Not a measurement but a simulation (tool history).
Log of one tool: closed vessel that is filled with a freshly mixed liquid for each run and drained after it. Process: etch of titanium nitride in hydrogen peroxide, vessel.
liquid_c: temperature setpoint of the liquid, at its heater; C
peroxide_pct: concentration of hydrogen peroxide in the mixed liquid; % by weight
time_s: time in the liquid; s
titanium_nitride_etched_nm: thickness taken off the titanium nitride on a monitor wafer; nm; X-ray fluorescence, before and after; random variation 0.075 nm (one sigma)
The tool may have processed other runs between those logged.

run	hour	liquid_c	peroxide_pct	time_s	titanium_nitride_etched_nm
1	0.0	51.0	23.0	590	29.095
2	8.8	51.0	24.5	590	29.551
3	11.8	45.5	24.5	590	19.850
4	14.1	51.0	24.5	590	29.764
5	18.9	51.0	24.5	590	29.387
6	26.0	49.0	24.5	590	25.554
7	32.7	47.5	24.5	590	22.833
8	37.3	46.0	24.5	590	20.445
9	44.4	40.0	24.5	590	13.028

Run 10 is up next; what results do you expect?
10	46.6	40.5	24.5	590	?

Run 10 gave titanium_nitride_etched_nm 13.590 nm.
